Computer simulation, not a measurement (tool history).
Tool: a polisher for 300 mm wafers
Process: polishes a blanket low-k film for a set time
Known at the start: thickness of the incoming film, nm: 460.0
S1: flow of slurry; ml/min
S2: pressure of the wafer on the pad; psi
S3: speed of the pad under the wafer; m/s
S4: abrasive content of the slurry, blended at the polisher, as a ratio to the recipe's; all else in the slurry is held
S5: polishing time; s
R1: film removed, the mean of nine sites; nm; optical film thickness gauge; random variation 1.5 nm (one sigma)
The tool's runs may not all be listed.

run 1 hour=0 | S1=275 S2=2.4 S3=0.96 S4=1 S5=117 | R1=59.868
run 2 hour=1.2 | S1=275 S2=2.7 S3=0.98 S4=1 S5=117 | R1=69.582
run 3 hour=2.5 | S1=275 S2=2.7 S3=0.98 S4=1.15 S5=117 | R1=78.224
run 4 hour=11.4 | S1=240 S2=2.7 S3=0.98 S4=1.15 S5=117 | R1=75.657
run 5 hour=14.8 | S1=245 S2=2.9 S3=0.98 S4=1.15 S5=117 | R1=80.873
run 6 hour=19.8 | S1=255 S2=3.1 S3=0.98 S4=1.15 S5=117 | R1=85.927

The next listed run, before its measurement:
run 7 hour=26.6 | S1=255 S2=3.3 S3=1 S4=1.15 S5=117 | R1=?

R1: 93.055 nm
